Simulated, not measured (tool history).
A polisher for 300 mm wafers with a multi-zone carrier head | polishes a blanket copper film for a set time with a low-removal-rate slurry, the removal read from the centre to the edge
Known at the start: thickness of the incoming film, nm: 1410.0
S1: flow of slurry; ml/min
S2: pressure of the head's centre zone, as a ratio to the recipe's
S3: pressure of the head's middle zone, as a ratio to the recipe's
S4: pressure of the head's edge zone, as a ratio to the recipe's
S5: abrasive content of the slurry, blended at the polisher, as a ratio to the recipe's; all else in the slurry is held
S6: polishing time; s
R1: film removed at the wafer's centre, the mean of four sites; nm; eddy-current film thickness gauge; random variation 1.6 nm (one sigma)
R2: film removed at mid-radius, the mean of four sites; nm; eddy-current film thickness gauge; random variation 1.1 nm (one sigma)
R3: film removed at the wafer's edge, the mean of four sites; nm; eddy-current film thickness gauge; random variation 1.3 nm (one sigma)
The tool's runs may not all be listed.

run	hour	S1	S2	S3	S4	S5	S6	R1	R2	R3
1	0.0	190	1.00	1.00	1.00	1.00	61	185.92	179.45	179.66
2	1.0	190	0.96	1.00	1.00	1.00	61	177.29	183.05	179.92
3	1.9	210	0.96	1.00	1.00	1.00	61	180.68	183.52	182.01
4	4.8	205	0.97	0.98	1.01	0.95	60	177.62	176.40	177.38
5	13.6	205	0.97	0.98	1.01	0.95	55	160.66	159.93	160.28
6	21.6	180	0.97	0.98	1.01	0.95	55	159.70	157.33	159.13
7	22.5	135	1.02	0.88	1.09	0.75	54	150.97	127.36	150.09
8	27.2	135	1.02	0.88	1.10	0.75	54	148.50	129.22	151.47

Forecast run 9:
9	35.9	135	1.03	0.87	1.10	0.75	54	?	?	?

R1: 151.26 nm
R2: 126.57 nm
R3: 151.58 nm
